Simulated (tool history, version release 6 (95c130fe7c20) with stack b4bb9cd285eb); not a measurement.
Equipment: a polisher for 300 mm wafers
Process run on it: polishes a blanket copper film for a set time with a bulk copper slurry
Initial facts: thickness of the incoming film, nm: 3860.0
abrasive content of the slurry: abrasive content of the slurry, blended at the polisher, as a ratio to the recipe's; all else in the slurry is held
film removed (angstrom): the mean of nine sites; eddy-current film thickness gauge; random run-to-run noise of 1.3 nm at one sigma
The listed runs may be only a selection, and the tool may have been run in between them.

run,hour,flow of slurry (ml/min),pressure of the wafer on the pad (kPa),speed of the pad under the wafer (m/s),abrasive content of the slurry,polishing time (s),film removed (angstrom)
1,0.0,125,18.6,1.34,1.0,37,3707.0
2,6.8,115,15.9,1.32,1.0,37,3026.2
3,13.5,135,15.9,1.32,1.0,37,3126.2
4,20.9,145,15.9,1.32,1.0,37,3156.5
5,25.8,135,13.8,1.30,1.0,37,2683.6
6,33.2,135,13.8,1.04,1.0,37,2176.5

What does the tool deliver on the next run?
7,39.5,100,12.4,1.04,1.0,37,?

film removed (angstrom): 1827.3
